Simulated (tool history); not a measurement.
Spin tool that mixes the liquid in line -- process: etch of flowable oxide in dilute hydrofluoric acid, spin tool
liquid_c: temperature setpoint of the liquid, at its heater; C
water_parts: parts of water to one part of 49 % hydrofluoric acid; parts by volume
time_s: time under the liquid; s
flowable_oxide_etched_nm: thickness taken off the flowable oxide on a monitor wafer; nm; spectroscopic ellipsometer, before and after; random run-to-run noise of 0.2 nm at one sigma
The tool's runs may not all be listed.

{"run": 1, "day": 0.0, "liquid_c": 26, "water_parts": 255, "time_s": 90, "flowable_oxide_etched_nm": 14.086}
{"run": 2, "day": 0.192, "liquid_c": 24.5, "water_parts": 255, "time_s": 90, "flowable_oxide_etched_nm": 13.363}
{"run": 3, "day": 0.496, "liquid_c": 24.5, "water_parts": 255, "time_s": 90, "flowable_oxide_etched_nm": 13.298}
{"run": 4, "day": 0.704, "liquid_c": 24.5, "water_parts": 255, "time_s": 70, "flowable_oxide_etched_nm": 10.406}
{"run": 5, "day": 1.071, "liquid_c": 26, "water_parts": 240, "time_s": 70, "flowable_oxide_etched_nm": 11.79}
{"run": 6, "day": 1.429, "liquid_c": 27, "water_parts": 210, "time_s": 70, "flowable_oxide_etched_nm": 14.349}
{"run": 7, "day": 1.521, "liquid_c": 28, "water_parts": 195, "time_s": 70, "flowable_oxide_etched_nm": 16.202}
{"run": 8, "day": 1.575, "liquid_c": 29, "water_parts": 185, "time_s": 70, "flowable_oxide_etched_nm": 18.339}
{"run": 9, "day": 1.692, "liquid_c": 29.5, "water_parts": 180, "time_s": 70, "flowable_oxide_etched_nm": 19.108}
{"run": 10, "day": 1.971, "liquid_c": 30, "water_parts": 175, "time_s": 70, "flowable_oxide_etched_nm": 20.085}
{"run": 11, "day": 2.321, "liquid_c": 30.5, "water_parts": 170, "time_s": 70, "flowable_oxide_etched_nm": 21.154}
{"run": 12, "day": 2.588, "liquid_c": 31, "water_parts": 165, "time_s": 70, "flowable_oxide_etched_nm": 22.478}
{"run": 13, "day": 2.821, "liquid_c": 31.5, "water_parts": 165, "time_s": 70, "flowable_oxide_etched_nm": 22.522}
{"run": 14, "day": 3.042, "liquid_c": 32, "water_parts": 160, "time_s": 70, "flowable_oxide_etched_nm": 24.263}
{"run": 15, "day": 3.404, "liquid_c": 32.5, "water_parts": 160, "time_s": 70, "flowable_oxide_etched_nm": 24.569}
{"run": 16, "day": 3.529, "liquid_c": 34, "water_parts": 145, "time_s": 70, "flowable_oxide_etched_nm": 29.343}

Run 17 comes next. What will it give?
{"run": 17, "day": 3.775, "liquid_c": 33.5, "water_parts": 145, "time_s": 70, "flowable_oxide_etched_nm": "?"}

flowable_oxide_etched_nm: 28.533 nm

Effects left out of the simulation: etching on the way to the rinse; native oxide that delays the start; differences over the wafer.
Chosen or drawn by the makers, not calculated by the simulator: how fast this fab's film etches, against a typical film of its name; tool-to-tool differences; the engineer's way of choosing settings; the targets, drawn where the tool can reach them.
